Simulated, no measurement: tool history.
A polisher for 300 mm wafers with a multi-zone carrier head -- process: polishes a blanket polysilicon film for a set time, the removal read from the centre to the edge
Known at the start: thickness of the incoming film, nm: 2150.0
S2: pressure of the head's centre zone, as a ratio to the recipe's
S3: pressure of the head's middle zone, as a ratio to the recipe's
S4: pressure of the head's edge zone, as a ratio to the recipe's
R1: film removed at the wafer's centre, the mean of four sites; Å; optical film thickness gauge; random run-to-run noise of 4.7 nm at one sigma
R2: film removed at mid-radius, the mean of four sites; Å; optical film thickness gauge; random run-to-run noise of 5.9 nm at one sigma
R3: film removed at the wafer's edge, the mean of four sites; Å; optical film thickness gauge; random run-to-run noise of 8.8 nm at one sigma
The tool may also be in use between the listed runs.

{"run": 1, "day": 0.0, "flow of slurry (ml/min)": 225, "S2": 1.0, "S3": 1.0, "S4": 1.0, "polishing time (s)": 66, "R1": 6073.5, "R2": 6585.8, "R3": 6348.2}
{"run": 2, "day": 0.038, "flow of slurry (ml/min)": 225, "S2": 0.97, "S3": 1.0, "S4": 1.0, "polishing time (s)": 66, "R1": 5964.1, "R2": 6610.8, "R3": 6419.6}
{"run": 3, "day": 0.075, "flow of slurry (ml/min)": 260, "S2": 0.97, "S3": 1.0, "S4": 1.0, "polishing time (s)": 66, "R1": 6088.2, "R2": 6696.7, "R3": 6406.8}
{"run": 4, "day": 0.321, "flow of slurry (ml/min)": 260, "S2": 0.97, "S3": 1.0, "S4": 1.0, "polishing time (s)": 55, "R1": 5070.0, "R2": 5630.3, "R3": 5392.8}
{"run": 5, "day": 0.383, "flow of slurry (ml/min)": 260, "S2": 0.97, "S3": 1.04, "S4": 1.03, "polishing time (s)": 57, "R1": 5257.5, "R2": 5941.6, "R3": 5663.7}
{"run": 6, "day": 0.675, "flow of slurry (ml/min)": 260, "S2": 1.06, "S3": 1.04, "S4": 1.03, "polishing time (s)": 57, "R1": 5864.8, "R2": 5937.2, "R3": 5848.9}
{"run": 7, "day": 0.962, "flow of slurry (ml/min)": 260, "S2": 1.06, "S3": 1.04, "S4": 1.03, "polishing time (s)": 57, "R1": 5760.6, "R2": 6009.7, "R3": 5849.1}

Run 8 comes next. What will it give?
{"run": 8, "day": 1.067, "flow of slurry (ml/min)": 260, "S2": 1.06, "S3": 1.04, "S4": 1.03, "polishing time (s)": 57, "R1": "?", "R2": "?", "R3": "?"}

R1: 5799.9 Å
R2: 5983.7 Å
R3: 5574.9 Å
